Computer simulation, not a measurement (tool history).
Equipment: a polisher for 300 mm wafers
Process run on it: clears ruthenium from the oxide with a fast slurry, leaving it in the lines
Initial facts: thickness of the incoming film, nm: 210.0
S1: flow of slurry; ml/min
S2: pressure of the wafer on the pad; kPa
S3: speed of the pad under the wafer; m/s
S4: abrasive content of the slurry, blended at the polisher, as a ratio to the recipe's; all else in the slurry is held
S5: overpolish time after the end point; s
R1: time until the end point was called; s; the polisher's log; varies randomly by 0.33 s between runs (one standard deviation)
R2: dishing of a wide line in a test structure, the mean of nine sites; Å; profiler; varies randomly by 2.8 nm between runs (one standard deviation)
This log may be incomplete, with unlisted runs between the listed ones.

run  hour   S1    S2    S3   S4  S5      R1      R2
  1     0  195  21.4  1.22    1  13  39.398  629.63
  2   4.9  195  24.8  1.22    1  13  35.213   706.1
  3   8.5  165  24.8  1.22    1  13  35.587  698.92
  4    12  165  26.9  1.22    1  14  33.346   797.4
  5  15.6  165  26.9  1.22  1.1  14  31.088  850.66
  6  22.6  165  28.3  1.22  1.1  15  29.833  880.29
  7  28.4  165  29.6  1.22  1.1  16  28.113  966.18
  8  36.4  165  30.3  1.22  1.1  17  28.987  1093.1
  9  45.2  165    31  1.22  1.1  17  27.096  1123.2

For run 10, what comes out?
 10  48.1  165  31.7  1.22  1.1  18   ?   ?

Run 10 yielded R1 27.387 s, R2 1153.8 Å.
